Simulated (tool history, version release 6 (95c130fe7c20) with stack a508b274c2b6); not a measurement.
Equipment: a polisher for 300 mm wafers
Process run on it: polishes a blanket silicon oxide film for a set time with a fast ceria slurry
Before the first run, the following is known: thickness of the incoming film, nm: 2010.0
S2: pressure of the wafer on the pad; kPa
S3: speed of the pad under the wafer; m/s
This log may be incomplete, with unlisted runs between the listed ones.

run 1 hour=0.0 | flow_of_slurry_(ml/min)=250 S2=16.5 S3=0.94 polishing_time_(s)=76 | film_removed_(nm)=984.66
run 2 hour=4.4 | flow_of_slurry_(ml/min)=250 S2=17.9 S3=0.94 polishing_time_(s)=76 | film_removed_(nm)=1046.80
run 3 hour=10.2 | flow_of_slurry_(ml/min)=250 S2=19.3 S3=0.94 polishing_time_(s)=76 | film_removed_(nm)=1122.40
run 4 hour=18.3 | flow_of_slurry_(ml/min)=285 S2=19.3 S3=0.94 polishing_time_(s)=76 | film_removed_(nm)=1101.10
-- hour=21.2 slurry nozzle cleaned
run 5 hour=21.2 | flow_of_slurry_(ml/min)=285 S2=20.7 S3=0.94 polishing_time_(s)=76 | film_removed_(nm)=1227.30
run 6 hour=29.0 | flow_of_slurry_(ml/min)=285 S2=21.4 S3=0.94 polishing_time_(s)=76 | film_removed_(nm)=1296.60

Run 7 is up next; what results do you expect?
run 7 hour=34.2 | flow_of_slurry_(ml/min)=285 S2=22.1 S3=0.94 polishing_time_(s)=76 | film_removed_(nm)=?

film removed (nm): 1299.80
